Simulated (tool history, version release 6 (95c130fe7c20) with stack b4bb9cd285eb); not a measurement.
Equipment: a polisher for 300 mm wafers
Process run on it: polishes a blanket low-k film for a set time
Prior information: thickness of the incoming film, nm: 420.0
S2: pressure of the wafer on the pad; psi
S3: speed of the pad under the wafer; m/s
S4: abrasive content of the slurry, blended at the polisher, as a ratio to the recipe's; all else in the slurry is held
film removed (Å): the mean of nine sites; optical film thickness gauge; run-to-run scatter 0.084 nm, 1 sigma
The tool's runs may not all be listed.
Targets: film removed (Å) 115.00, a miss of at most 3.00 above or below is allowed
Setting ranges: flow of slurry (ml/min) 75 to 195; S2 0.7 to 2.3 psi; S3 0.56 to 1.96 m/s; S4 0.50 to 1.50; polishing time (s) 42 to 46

run 1 hour=0.0 | flow_of_slurry_(ml/min)=125 S2=1.5 S3=1.26 S4=1.00 polishing_time_(s)=46 | film_removed_(Å)=128.54
run 2 hour=2.5 | flow_of_slurry_(ml/min)=125 S2=1.5 S3=1.40 S4=1.00 polishing_time_(s)=46 | film_removed_(Å)=138.55
run 3 hour=6.4 | flow_of_slurry_(ml/min)=125 S2=1.5 S3=1.40 S4=1.10 polishing_time_(s)=46 | film_removed_(Å)=146.94
run 4 hour=8.4 | flow_of_slurry_(ml/min)=125 S2=1.5 S3=1.40 S4=1.30 polishing_time_(s)=46 | film_removed_(Å)=162.24
run 5 hour=16.9 | flow_of_slurry_(ml/min)=125 S2=1.5 S3=1.52 S4=1.30 polishing_time_(s)=46 | film_removed_(Å)=171.92
run 6 hour=18.5 | flow_of_slurry_(ml/min)=115 S2=1.3 S3=1.52 S4=1.30 polishing_time_(s)=46 | film_removed_(Å)=147.80
run 7 hour=24.4 | flow_of_slurry_(ml/min)=105 S2=1.2 S3=1.52 S4=1.30 polishing_time_(s)=46 | film_removed_(Å)=135.29
run 8 hour=26.3 | flow_of_slurry_(ml/min)=100 S2=1.1 S3=1.52 S4=1.30 polishing_time_(s)=46 | film_removed_(Å)=122.04

Which one of the following 4 next-run settings gets every result inside its allowed miss? There is exactly one.
run A hour=28.2 | flow_of_slurry_(ml/min)=80 S2=1.2 S3=1.58 S4=1.35 polishing_time_(s)=45 | film_removed_(Å)=?
run B hour=28.2 | flow_of_slurry_(ml/min)=95 S2=1.1 S3=1.68 S4=1.20 polishing_time_(s)=45 | film_removed_(Å)=?
run C hour=28.2 | flow_of_slurry_(ml/min)=140 S2=1.1 S3=1.64 S4=1.20 polishing_time_(s)=42 | film_removed_(Å)=?
run D hour=28.2 | flow_of_slurry_(ml/min)=140 S2=1.0 S3=1.40 S4=1.35 polishing_time_(s)=46 | film_removed_(Å)=?

move=A film_removed_(Å)=128.03
move=B film_removed_(Å)=121.87
move=C film_removed_(Å)=121.85
move=D film_removed_(Å)=114.60
A: misses by more than the last run did
B: about as far from the targets as the last run
C: about as far from the targets as the last run
D: all results land within tolerance of their targets
So the answer is move D, the one that meets all the targets.

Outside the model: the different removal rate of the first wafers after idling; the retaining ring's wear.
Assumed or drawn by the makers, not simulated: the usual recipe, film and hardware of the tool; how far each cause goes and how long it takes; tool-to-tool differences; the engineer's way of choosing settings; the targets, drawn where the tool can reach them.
